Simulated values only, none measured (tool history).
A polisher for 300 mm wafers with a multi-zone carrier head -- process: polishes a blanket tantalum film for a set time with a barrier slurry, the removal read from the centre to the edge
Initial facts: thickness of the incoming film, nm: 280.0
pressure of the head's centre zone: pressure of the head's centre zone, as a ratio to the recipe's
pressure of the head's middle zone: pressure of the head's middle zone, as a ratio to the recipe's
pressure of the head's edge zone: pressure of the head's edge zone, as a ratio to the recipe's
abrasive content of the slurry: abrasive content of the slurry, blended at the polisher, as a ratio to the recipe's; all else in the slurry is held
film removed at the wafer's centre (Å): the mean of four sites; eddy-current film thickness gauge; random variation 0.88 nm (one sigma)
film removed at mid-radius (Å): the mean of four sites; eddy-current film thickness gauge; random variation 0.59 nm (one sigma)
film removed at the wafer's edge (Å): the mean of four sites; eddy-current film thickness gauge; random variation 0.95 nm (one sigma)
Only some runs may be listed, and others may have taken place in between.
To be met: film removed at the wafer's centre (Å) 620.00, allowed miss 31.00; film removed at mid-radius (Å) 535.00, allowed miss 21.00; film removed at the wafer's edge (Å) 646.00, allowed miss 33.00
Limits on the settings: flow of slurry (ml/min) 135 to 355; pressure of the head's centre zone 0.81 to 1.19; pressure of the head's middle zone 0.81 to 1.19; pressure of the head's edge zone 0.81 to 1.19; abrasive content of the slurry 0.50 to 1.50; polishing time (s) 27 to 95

run	hour	flow of slurry (ml/min)	pressure of the head's centre zone	pressure of the head's middle zone	pressure of the head's edge zone	abrasive content of the slurry	polishing time (s)	film removed at the wafer's centre (Å)	film removed at mid-radius (Å)	film removed at the wafer's edge (Å)
1	0.0	225	1.00	1.00	1.00	1.00	61	993.67	896.61	914.62
2	5.7	225	1.00	1.00	1.08	1.00	61	1021.60	885.04	952.91
3	8.3	225	1.00	1.00	1.08	1.10	61	1025.00	932.39	992.55
4	8.9	220	0.97	0.98	1.08	1.00	59	920.15	847.39	922.98
5	9.6	220	0.97	0.98	1.08	1.00	68	1048.30	981.77	1066.20
6	10.4	220	0.97	1.05	1.08	1.00	68	1072.60	1052.40	1066.90
7	17.3	215	0.96	1.02	1.07	0.90	65	962.38	909.45	967.10
8	26.2	210	0.95	1.00	1.06	0.85	63	900.26	855.11	907.43
9	29.8	205	0.94	0.98	1.06	0.80	61	835.36	803.85	865.54
10	33.8	205	0.94	0.96	1.06	0.75	59	773.37	727.26	789.77
11	41.8	185	0.88	0.86	1.05	0.50	58	517.48	481.57	560.50
12	47.8	200	0.89	0.86	1.06	0.50	58	534.27	489.82	572.95
13	55.5	265	0.95	0.87	1.15	0.60	58	698.27	584.80	742.78
14	62.5	255	0.95	0.87	1.14	0.60	58	696.51	571.06	727.66
15	63.6	205	0.88	0.90	1.04	0.50	57	521.26	486.59	558.79
16	68.3	210	0.89	0.90	1.05	0.50	57	522.26	490.87	574.18
17	76.5	215	0.90	0.90	1.06	0.50	57	524.39	492.03	570.59
18	82.5	215	0.92	0.90	1.07	0.50	57	536.51	501.19	565.21
# hour 87.8: centre zone pressure recalibrated
19	87.8	230	0.93	0.90	1.08	0.50	57	520.83	494.47	576.19
20	92.4	220	0.93	0.89	1.09	0.50	57	500.53	491.62	588.77
21	97.6	230	0.93	0.90	1.09	0.50	57	517.03	491.18	570.73
22	100.4	240	0.92	0.90	1.09	0.50	57	514.78	501.03	586.07
23	104.8	235	0.94	0.90	1.10	0.50	57	508.56	498.54	576.23
24	110.8	245	0.93	0.90	1.09	0.50	57	534.14	496.23	582.68
25	113.7	250	0.93	0.90	1.09	0.50	57	526.57	499.17	588.49
26	121.4	270	1.03	0.91	1.16	0.70	58	777.92	673.53	807.16

Next run, 5 choices. One meets every target within its allowed miss, the rest don't. Which?
A	129.1	250	1.15	0.99	0.92	0.80	44	?	?	?
B	129.1	340	1.05	0.93	1.03	0.85	44	?	?	?
C	129.1	280	1.08	0.94	1.05	0.70	48	?	?	?
D	129.1	255	0.94	0.97	1.19	0.65	74	?	?	?
E	129.1	215	0.99	0.85	1.06	0.85	45	?	?	?

move	film removed at the wafer's centre (Å)	film removed at mid-radius (Å)	film removed at the wafer's edge (Å)
A	714.78	576.36	570.50
B	692.52	579.50	633.97
C	687.89	565.37	621.34
D	870.54	845.94	966.43
E	635.26	526.43	636.54
A: nearer the targets than the last run, but a result is still out of spec
B: nearer the targets than the last run, but a result is still out of spec
C: nearer the targets than the last run, but a result is still out of spec
D: misses by more than the last run did
E: all results land within tolerance of their targets
Move E is the one to make.

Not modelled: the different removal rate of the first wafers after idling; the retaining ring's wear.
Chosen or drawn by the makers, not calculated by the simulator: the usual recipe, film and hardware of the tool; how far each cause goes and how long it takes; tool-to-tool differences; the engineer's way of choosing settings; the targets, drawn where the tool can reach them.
